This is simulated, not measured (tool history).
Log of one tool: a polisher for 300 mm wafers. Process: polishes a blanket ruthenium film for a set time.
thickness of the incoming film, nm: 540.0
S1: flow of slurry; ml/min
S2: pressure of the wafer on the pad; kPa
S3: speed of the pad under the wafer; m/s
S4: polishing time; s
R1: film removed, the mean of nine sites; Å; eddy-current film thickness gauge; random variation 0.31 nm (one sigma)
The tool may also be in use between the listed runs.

Run 1, hour 0: S1 260 ml/min, S2 12.4 kPa, S3 1.18 m/s, S4 63 s. Result: R1 697.38 Å.
Run 2, hour 0.9: S1 260 ml/min, S2 12.4 kPa, S3 1.08 m/s, S4 63 s. Result: R1 622.72 Å.
Run 3, hour 2.4: S1 260 ml/min, S2 11 kPa, S3 1.08 m/s, S4 63 s. Result: R1 562.68 Å.
Run 4, hour 10.6: S1 260 ml/min, S2 9.7 kPa, S3 1.08 m/s, S4 63 s. Result: R1 499.51 Å.
Run 5, hour 18.7: S1 310 ml/min, S2 9.7 kPa, S3 1.08 m/s, S4 63 s. Result: R1 510.24 Å.
Run 6, hour 24.8: S1 310 ml/min, S2 9.7 kPa, S3 1.34 m/s, S4 63 s. Result: R1 627.68 Å.

Run 7 comes next. What will it give?
Run 7, hour 29.5: S1 310 ml/min, S2 9 kPa, S3 1.28 m/s, S4 63 s. Result: R1 ?.

{"run 7": {"R1": 558.96}}
